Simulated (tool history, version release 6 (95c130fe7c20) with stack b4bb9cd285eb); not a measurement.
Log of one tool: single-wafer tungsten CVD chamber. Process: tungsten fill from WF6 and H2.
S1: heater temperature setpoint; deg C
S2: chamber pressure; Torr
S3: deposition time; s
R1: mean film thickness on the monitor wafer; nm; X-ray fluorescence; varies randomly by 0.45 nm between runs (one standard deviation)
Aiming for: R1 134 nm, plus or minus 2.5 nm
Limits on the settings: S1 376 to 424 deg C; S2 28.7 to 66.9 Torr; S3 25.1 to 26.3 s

Run 1, hour 0: S1 400 deg C, S2 47.8 Torr, S3 26.3 s. Result: R1 102.92 nm.
Run 2, hour 0.6: S1 402 deg C, S2 47.9 Torr, S3 26.3 s. Result: R1 105.58 nm.
Run 3, hour 6.1: S1 402 deg C, S2 47.9 Torr, S3 25.1 s. Result: R1 101.16 nm.
Run 4, hour 13.4: S1 412 deg C, S2 47.9 Torr, S3 25.1 s. Result: R1 117.85 nm.
Run 5, hour 19.3: S1 413 deg C, S2 48 Torr, S3 25.1 s. Result: R1 119.29 nm.
Run 6, hour 23.8: S1 414 deg C, S2 48.1 Torr, S3 25.1 s. Result: R1 121.3 nm.
Run 7, hour 27.6: S1 415 deg C, S2 48.2 Torr, S3 25.1 s. Result: R1 123.44 nm.
Run 8, hour 34.1: S1 416 deg C, S2 48.2 Torr, S3 25.1 s. Result: R1 126.12 nm.
Run 9, hour 37.1: S1 416 deg C, S2 48.2 Torr, S3 25.1 s. Result: R1 125.77 nm.
Run 10, hour 42.2: S1 417 deg C, S2 48.2 Torr, S3 25.1 s. Result: R1 127.56 nm.
Run 11, hour 42.8: S1 418 deg C, S2 48.2 Torr, S3 25.1 s. Result: R1 129.73 nm.

5 candidate next runs follow, results not yet known. Just one meets every target within its allowed miss. Identify it.
Run A, hour 43.4: S1 424 deg C, S2 46.1 Torr, S3 26.3 s. Result: R1 ?.
Run B, hour 43.4: S1 423 deg C, S2 46.3 Torr, S3 26.3 s. Result: R1 ?.
Run C, hour 43.4: S1 415 deg C, S2 59.6 Torr, S3 25.1 s. Result: R1 ?.
Run D, hour 43.4: S1 416 deg C, S2 48.9 Torr, S3 26.3 s. Result: R1 ?.
Run E, hour 43.4: S1 423 deg C, S2 45.5 Torr, S3 26.2 s. Result: R1 ?.

move      R1
   A  143.16
   B  141.76
   C  142.17
   D   133.4
   E  139.51
A: pushes the last run's worst result past its target
B: pushes the last run's worst result past its target
C: pushes the last run's worst result past its target
D: all results land within tolerance of their targets
E: pushes the last run's worst result past its target
So the answer is move D, the one that meets all the targets.
